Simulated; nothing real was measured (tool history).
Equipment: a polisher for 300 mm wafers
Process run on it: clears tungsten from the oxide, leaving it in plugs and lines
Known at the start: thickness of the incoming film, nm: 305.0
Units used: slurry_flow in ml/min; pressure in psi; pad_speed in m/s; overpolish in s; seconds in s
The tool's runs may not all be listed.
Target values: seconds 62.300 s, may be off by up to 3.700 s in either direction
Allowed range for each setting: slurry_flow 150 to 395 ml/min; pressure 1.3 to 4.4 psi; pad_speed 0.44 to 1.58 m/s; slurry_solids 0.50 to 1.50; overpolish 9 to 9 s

run,day,slurry_flow,pressure,pad_speed,slurry_solids,overpolish,seconds
1,0.000,250,2.8,1.00,1.00,9,108.870
2,0.250,250,3.2,1.02,1.00,9,95.514
3,0.546,250,3.2,1.02,1.00,9,92.642
4,0.825,250,3.2,1.02,0.85,9,102.100
5,0.925,220,3.2,1.02,0.85,9,101.900
6,1.058,220,3.5,1.06,0.85,9,93.924
7,1.125,220,3.5,1.06,0.85,9,89.149
8,1.150,220,3.7,1.08,0.85,9,83.050
9,1.233,220,3.9,1.10,0.85,9,79.547
10,1.588,220,4.0,1.14,0.85,9,74.689
11,1.733,220,4.4,1.20,0.85,9,66.741
12,2.100,220,4.4,1.20,0.85,9,66.067

Below are 5 possible settings for the next run. Only one of them brings all results inside the allowed miss of their targets. Which is it?
A,2.467,225,4.0,1.18,0.85,9,?
B,2.467,255,3.7,1.42,0.75,9,?
C,2.467,295,4.4,1.00,0.90,9,?
D,2.467,210,4.2,1.30,0.65,9,?
E,2.467,180,4.3,1.26,1.00,9,?

move,seconds
A,74.222
B,70.379
C,73.553
D,72.315
E,64.585
A: misses by more than the last run did
B: misses by more than the last run did
C: misses by more than the last run did
D: misses by more than the last run did
E: hits every target within its allowed miss
Correct choice: E, which meets every target
